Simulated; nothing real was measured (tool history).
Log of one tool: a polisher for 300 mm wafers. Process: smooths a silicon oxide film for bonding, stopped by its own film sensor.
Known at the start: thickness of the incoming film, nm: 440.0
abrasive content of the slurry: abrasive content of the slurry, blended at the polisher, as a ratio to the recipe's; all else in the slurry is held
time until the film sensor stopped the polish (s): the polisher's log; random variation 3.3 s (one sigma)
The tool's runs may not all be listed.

run,hour,flow of slurry (ml/min),pressure of the wafer on the pad (psi),speed of the pad under the wafer (cm/s),abrasive content of the slurry,target thickness at which the film sensor stops the polish (angstrom),time until the film sensor stopped the polish (s)
1,0.0,240,2.5,114,1.0,3640,74.619
2,3.7,240,2.5,92,1.0,3640,88.259
3,11.9,240,2.5,92,1.0,3640,88.647
4,13.6,240,2.2,88,1.0,3640,101.900
5,16.2,240,2.0,84,1.0,3640,112.460
6,18.0,240,1.8,80,1.0,3640,133.880
7,21.9,240,1.7,80,1.0,3640,138.180

Forecast run 8:
8,25.6,240,1.6,80,1.0,3640,?

{"run 8": {"time until the film sensor stopped the polish (s)": 145.52}}

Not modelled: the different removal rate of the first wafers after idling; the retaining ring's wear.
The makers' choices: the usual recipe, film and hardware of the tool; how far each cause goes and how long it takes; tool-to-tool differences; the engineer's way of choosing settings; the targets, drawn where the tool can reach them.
